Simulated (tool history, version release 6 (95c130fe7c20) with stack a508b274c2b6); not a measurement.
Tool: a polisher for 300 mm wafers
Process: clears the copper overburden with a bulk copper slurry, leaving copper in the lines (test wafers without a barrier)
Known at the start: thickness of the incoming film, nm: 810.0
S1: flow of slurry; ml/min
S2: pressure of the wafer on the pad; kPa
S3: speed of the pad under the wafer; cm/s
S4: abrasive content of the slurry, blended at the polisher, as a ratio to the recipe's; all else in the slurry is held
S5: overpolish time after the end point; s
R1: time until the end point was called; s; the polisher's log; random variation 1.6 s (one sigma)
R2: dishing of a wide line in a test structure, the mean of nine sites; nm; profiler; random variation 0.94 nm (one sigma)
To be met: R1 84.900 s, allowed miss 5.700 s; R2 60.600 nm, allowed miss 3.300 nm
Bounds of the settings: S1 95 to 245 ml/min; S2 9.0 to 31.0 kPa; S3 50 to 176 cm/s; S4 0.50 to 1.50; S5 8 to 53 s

Run 1, hour 0.0: S1 155 ml/min, S2 20.0 kPa, S3 112 cm/s, S4 1.00, S5 27 s. Result: R1 69.918 s, R2 140.670 nm.
Run 2, hour 2.6: S1 155 ml/min, S2 20.0 kPa, S3 112 cm/s, S4 1.00, S5 36 s. Result: R1 68.621 s, R2 158.300 nm.
Run 3, hour 8.6: S1 155 ml/min, S2 17.2 kPa, S3 116 cm/s, S4 1.00, S5 30 s. Result: R1 77.548 s, R2 132.350 nm.
Run 4, hour 14.6: S1 155 ml/min, S2 17.2 kPa, S3 116 cm/s, S4 1.00, S5 25 s. Result: R1 77.868 s, R2 120.900 nm.
Run 5, hour 17.5: S1 145 ml/min, S2 15.2 kPa, S3 124 cm/s, S4 0.95, S5 21 s. Result: R1 85.154 s, R2 103.950 nm.
Run 6, hour 25.9: S1 135 ml/min, S2 13.8 kPa, S3 136 cm/s, S4 0.85, S5 18 s. Result: R1 90.292 s, R2 85.431 nm.
Run 7, hour 32.1: S1 130 ml/min, S2 12.4 kPa, S3 168 cm/s, S4 0.60, S5 8 s. Result: R1 95.395 s, R2 46.283 nm.
Run 8, hour 35.1: S1 130 ml/min, S2 13.1 kPa, S3 164 cm/s, S4 0.60, S5 8 s. Result: R1 90.194 s, R2 47.649 nm.
Run 9, hour 36.3: S1 130 ml/min, S2 13.8 kPa, S3 160 cm/s, S4 0.65, S5 8 s. Result: R1 84.935 s, R2 49.045 nm.
Run 10, hour 38.3: S1 130 ml/min, S2 14.5 kPa, S3 156 cm/s, S4 0.60, S5 21 s. Result: R1 85.085 s, R2 101.820 nm.

5 next moves are on the table. One of them brings every result within its allowed miss. Which?
Run A, hour 40.3: S1 120 ml/min, S2 15.2 kPa, S3 168 cm/s, S4 0.55, S5 15 s. Result: R1 ?, R2 ?.
Run B, hour 40.3: S1 135 ml/min, S2 13.8 kPa, S3 174 cm/s, S4 0.65, S5 29 s. Result: R1 ?, R2 ?.
Run C, hour 40.3: S1 150 ml/min, S2 13.1 kPa, S3 168 cm/s, S4 0.75, S5 10 s. Result: R1 ?, R2 ?.
Run D, hour 40.3: S1 160 ml/min, S2 11.7 kPa, S3 176 cm/s, S4 0.85, S5 15 s. Result: R1 ?, R2 ?.
Run E, hour 40.3: S1 95 ml/min, S2 14.5 kPa, S3 172 cm/s, S4 0.55, S5 35 s. Result: R1 ?, R2 ?.

move      R1       R2
   A  79.868   83.941
   B  81.088  118.570
   C  83.473   59.520
   D  86.823   76.404
   E  86.318  126.550
A: nearer than the last run, and not there yet
B: further off than the last run
C: meets every target
D: nearer than the last run, and not there yet
E: further off than the last run
The right move is C.
